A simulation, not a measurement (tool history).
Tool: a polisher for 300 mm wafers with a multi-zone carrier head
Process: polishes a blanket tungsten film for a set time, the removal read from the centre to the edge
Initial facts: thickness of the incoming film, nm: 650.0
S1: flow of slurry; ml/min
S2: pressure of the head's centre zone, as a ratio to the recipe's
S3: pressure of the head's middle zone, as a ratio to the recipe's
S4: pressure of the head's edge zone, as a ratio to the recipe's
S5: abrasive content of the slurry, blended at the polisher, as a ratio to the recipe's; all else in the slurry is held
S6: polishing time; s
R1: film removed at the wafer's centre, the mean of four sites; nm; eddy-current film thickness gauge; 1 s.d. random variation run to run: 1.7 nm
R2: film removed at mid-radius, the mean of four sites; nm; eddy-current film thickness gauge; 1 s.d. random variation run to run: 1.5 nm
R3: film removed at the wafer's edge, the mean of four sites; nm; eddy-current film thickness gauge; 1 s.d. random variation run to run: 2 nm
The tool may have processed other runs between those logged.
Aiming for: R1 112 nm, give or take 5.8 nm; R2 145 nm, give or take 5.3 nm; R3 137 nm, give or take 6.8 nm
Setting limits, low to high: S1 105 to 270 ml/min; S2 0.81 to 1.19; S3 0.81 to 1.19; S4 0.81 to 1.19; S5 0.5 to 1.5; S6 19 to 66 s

{"run": 1, "hour": 0.0, "S1": 175, "S2": 1, "S3": 1, "S4": 1, "S5": 1, "S6": 42, "R1": 247.47, "R2": 246.37, "R3": 246.84}
{"run": 2, "hour": 5.9, "S1": 165, "S2": 0.95, "S3": 1.01, "S4": 0.99, "S5": 0.85, "S6": 37, "R1": 195.83, "R2": 207.64, "R3": 210.41}
{"run": 3, "hour": 14.1, "S1": 160, "S2": 0.92, "S3": 1.03, "S4": 0.96, "S5": 0.75, "S6": 34, "R1": 169.53, "R2": 188.05, "R3": 183.07}
{"run": 4, "hour": 22.9, "S1": 150, "S2": 0.89, "S3": 1.04, "S4": 0.95, "S5": 0.7, "S6": 32, "R1": 148.69, "R2": 172.79, "R3": 165.41}
{"run": 5, "hour": 27.2, "S1": 150, "S2": 0.89, "S3": 1.11, "S4": 0.95, "S5": 0.7, "S6": 32, "R1": 146.51, "R2": 181.14, "R3": 168.73}
{"run": 6, "hour": 33.7, "S1": 115, "S2": 0.89, "S3": 1.11, "S4": 0.95, "S5": 0.7, "S6": 32, "R1": 140.87, "R2": 169.07, "R3": 157.51}
{"run": 7, "hour": 39.4, "S1": 115, "S2": 0.87, "S3": 1.11, "S4": 0.96, "S5": 0.65, "S6": 31, "R1": 126.69, "R2": 161.72, "R3": 153.01}
{"run": 8, "hour": 47.0, "S1": 115, "S2": 0.86, "S3": 1.1, "S4": 0.95, "S5": 0.6, "S6": 31, "R1": 125.37, "R2": 154.98, "R3": 146.6}
{"run": 9, "hour": 47.8, "S1": 115, "S2": 0.86, "S3": 1.1, "S4": 0.95, "S5": 0.6, "S6": 31, "R1": 122, "R2": 152.95, "R3": 145.02}
{"run": 10, "hour": 53.2, "S1": 115, "S2": 0.85, "S3": 1.1, "S4": 0.94, "S5": 0.6, "S6": 31, "R1": 122.61, "R2": 155.39, "R3": 149.62}
{"run": 11, "hour": 55.3, "S1": 115, "S2": 0.85, "S3": 1.11, "S4": 0.94, "S5": 0.55, "S6": 31, "R1": 115.85, "R2": 152.29, "R3": 142.8}
{"run": 12, "hour": 62.8, "S1": 115, "S2": 0.85, "S3": 1.1, "S4": 0.93, "S5": 0.55, "S6": 31, "R1": 117.19, "R2": 151.75, "R3": 144.07}
{"run": 13, "hour": 65.7, "S1": 115, "S2": 0.84, "S3": 1.09, "S4": 0.91, "S5": 0.5, "S6": 29, "R1": 104.8, "R2": 135.07, "R3": 127.67}
{"hour": 74.4, "done": "worn pad replaced by a new one"}
{"run": 14, "hour": 74.4, "S1": 125, "S2": 0.84, "S3": 1.09, "S4": 0.92, "S5": 0.5, "S6": 29, "R1": 119.72, "R2": 153.59, "R3": 143.33}
{"run": 15, "hour": 77.3, "S1": 125, "S2": 0.84, "S3": 1.09, "S4": 0.92, "S5": 0.5, "S6": 29, "R1": 119.37, "R2": 156.44, "R3": 141.91}

Next run, 4 choices. One meets every target within its allowed miss, the rest don't. Which?
{"run": "A", "hour": 80.2, "S1": 105, "S2": 0.85, "S3": 0.99, "S4": 0.94, "S5": 0.65, "S6": 26, "R1": "?", "R2": "?", "R3": "?"}
{"run": "B", "hour": 80.2, "S1": 140, "S2": 0.81, "S3": 1.13, "S4": 0.9, "S5": 0.5, "S6": 29, "R1": "?", "R2": "?", "R3": "?"}
{"run": "C", "hour": 80.2, "S1": 110, "S2": 0.81, "S3": 1.06, "S4": 0.85, "S5": 0.5, "S6": 29, "R1": "?", "R2": "?", "R3": "?"}
{"run": "D", "hour": 80.2, "S1": 105, "S2": 0.82, "S3": 0.95, "S4": 1.1, "S5": 0.85, "S6": 25, "R1": "?", "R2": "?", "R3": "?"}

move=A R1=107.05 R2=130.18 R3=135.56
move=B R1=115.66 R2=162.4 R3=145.76
move=C R1=107.24 R2=144.33 R3=136.97
move=D R1=107.04 R2=130.61 R3=148.39
A: carries the result that was furthest off beyond its target, to the other side
B: moves away from the targets compared with the last run
C: meets every target
D: carries the result that was furthest off beyond its target, to the other side
The move that meets every target is C.
